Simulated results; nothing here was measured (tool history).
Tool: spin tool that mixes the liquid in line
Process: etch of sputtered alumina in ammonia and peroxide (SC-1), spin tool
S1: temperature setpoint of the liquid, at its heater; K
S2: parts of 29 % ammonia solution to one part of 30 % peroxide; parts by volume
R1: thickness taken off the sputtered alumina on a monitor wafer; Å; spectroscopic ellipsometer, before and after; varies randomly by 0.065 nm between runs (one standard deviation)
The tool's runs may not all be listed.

Run 1, hour 0: S1 324.15 K, S2 0.55 parts by volume, time under the liquid (s) 115. Result: R1 82.645 Å.
Run 2, hour 4: S1 320.65 K, S2 0.55 parts by volume, time under the liquid (s) 115. Result: R1 67.827 Å.
Run 3, hour 6.6: S1 323.15 K, S2 0.55 parts by volume, time under the liquid (s) 115. Result: R1 77.859 Å.
Run 4, hour 15.2: S1 323.15 K, S2 0.4 parts by volume, time under the liquid (s) 115. Result: R1 76.552 Å.
Run 5, hour 21.4: S1 325.15 K, S2 0.4 parts by volume, time under the liquid (s) 115. Result: R1 85.148 Å.
Run 6, hour 27.4: S1 326.65 K, S2 0.4 parts by volume, time under the liquid (s) 115. Result: R1 92.075 Å.
Run 7, hour 28.3: S1 328.15 K, S2 0.4 parts by volume, time under the liquid (s) 115. Result: R1 99.699 Å.
Run 8, hour 36.3: S1 336.15 K, S2 0.65 parts by volume, time under the liquid (s) 115. Result: R1 158.93 Å.
Run 9, hour 42.7: S1 336.15 K, S2 0.65 parts by volume, time under the liquid (s) 115. Result: R1 159.6 Å.
Run 10, hour 49.7: S1 336.15 K, S2 0.65 parts by volume, time under the liquid (s) 115. Result: R1 158.95 Å.
Run 11, hour 52.4: S1 336.15 K, S2 0.65 parts by volume, time under the liquid (s) 115. Result: R1 159.64 Å.

Run 12 has not been measured yet. What should we expect?
Run 12, hour 58.2: S1 336.65 K, S2 0.65 parts by volume, time under the liquid (s) 115. Result: R1 ?.

For run 12 the tool returned R1 163.81 Å.
